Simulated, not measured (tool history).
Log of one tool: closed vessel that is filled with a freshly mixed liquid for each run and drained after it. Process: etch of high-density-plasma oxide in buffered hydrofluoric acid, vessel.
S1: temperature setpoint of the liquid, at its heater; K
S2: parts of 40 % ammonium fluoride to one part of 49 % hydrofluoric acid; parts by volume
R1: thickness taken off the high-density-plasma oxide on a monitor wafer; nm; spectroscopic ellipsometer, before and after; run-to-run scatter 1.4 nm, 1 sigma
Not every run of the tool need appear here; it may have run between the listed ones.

Run 1, hour 0.0: S1 296.15 K, S2 8.5 parts by volume, time in the liquid (s) 100. Result: R1 152.56 nm.
Run 2, hour 4.8: S1 296.65 K, S2 8.5 parts by volume, time in the liquid (s) 100. Result: R1 158.95 nm.
Run 3, hour 9.0: S1 296.65 K, S2 10.5 parts by volume, time in the liquid (s) 100. Result: R1 133.12 nm.
Run 4, hour 15.7: S1 297.15 K, S2 10.5 parts by volume, time in the liquid (s) 100. Result: R1 137.50 nm.
Run 5, hour 24.3: S1 297.15 K, S2 10.5 parts by volume, time in the liquid (s) 105. Result: R1 143.33 nm.
Run 6, hour 31.6: S1 297.15 K, S2 10.5 parts by volume, time in the liquid (s) 100. Result: R1 137.05 nm.
Run 7, hour 40.1: S1 297.65 K, S2 10.5 parts by volume, time in the liquid (s) 100. Result: R1 142.05 nm.
Run 8, hour 48.1: S1 297.65 K, S2 10.5 parts by volume, time in the liquid (s) 100. Result: R1 139.87 nm.
Run 9, hour 54.9: S1 298.15 K, S2 10.5 parts by volume, time in the liquid (s) 100. Result: R1 145.10 nm.
Run 10, hour 64.1: S1 298.15 K, S2 10.5 parts by volume, time in the liquid (s) 100. Result: R1 144.17 nm.
Run 11, hour 71.9: S1 298.65 K, S2 10.5 parts by volume, time in the liquid (s) 100. Result: R1 147.13 nm.
Run 12, hour 77.5: S1 299.15 K, S2 10.5 parts by volume, time in the liquid (s) 100. Result: R1 150.19 nm.
Run 13, hour 83.7: S1 299.65 K, S2 10.5 parts by volume, time in the liquid (s) 100. Result: R1 155.51 nm.

Estimate the outcome of run 14 from the log above:
Run 14, hour 88.6: S1 300.15 K, S2 10.5 parts by volume, time in the liquid (s) 100. Result: R1 ?.

{"run 14": {"R1": 157.99}}
